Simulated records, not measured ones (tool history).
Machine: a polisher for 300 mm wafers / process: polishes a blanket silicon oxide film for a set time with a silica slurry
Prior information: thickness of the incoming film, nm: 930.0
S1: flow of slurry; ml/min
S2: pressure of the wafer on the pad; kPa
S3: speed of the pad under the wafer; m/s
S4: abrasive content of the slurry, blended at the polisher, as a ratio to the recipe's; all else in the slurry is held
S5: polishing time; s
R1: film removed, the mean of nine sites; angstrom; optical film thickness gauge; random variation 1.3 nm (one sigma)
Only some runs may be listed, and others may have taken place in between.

run 1 hour=0.0 | S1=250 S2=27.6 S3=0.96 S4=1.0 S5=99 | R1=2476.8
run 2 hour=6.9 | S1=250 S2=23.4 S3=0.88 S4=1.0 S5=99 | R1=1914.5
run 3 hour=8.1 | S1=275 S2=23.4 S3=0.88 S4=1.0 S5=99 | R1=1964.4
run 4 hour=9.7 | S1=270 S2=20.7 S3=0.84 S4=1.0 S5=99 | R1=1687.3
run 5 hour=15.2 | S1=315 S2=20.7 S3=0.84 S4=1.0 S5=99 | R1=1680.6
run 6 hour=22.1 | S1=315 S2=20.7 S3=0.84 S4=0.9 S5=99 | R1=1615.3
run 7 hour=23.7 | S1=315 S2=18.6 S3=0.82 S4=0.9 S5=99 | R1=1435.0
run 8 hour=26.4 | S1=315 S2=17.2 S3=0.82 S4=0.9 S5=99 | R1=1329.7
run 9 hour=29.3 | S1=315 S2=15.9 S3=0.82 S4=0.9 S5=99 | R1=1232.5

Run 10 has not been measured yet. What should we expect?
run 10 hour=31.0 | S1=315 S2=15.9 S3=0.82 S4=0.9 S5=99 | R1=?

{"run 10": {"R1": 1240.6}}
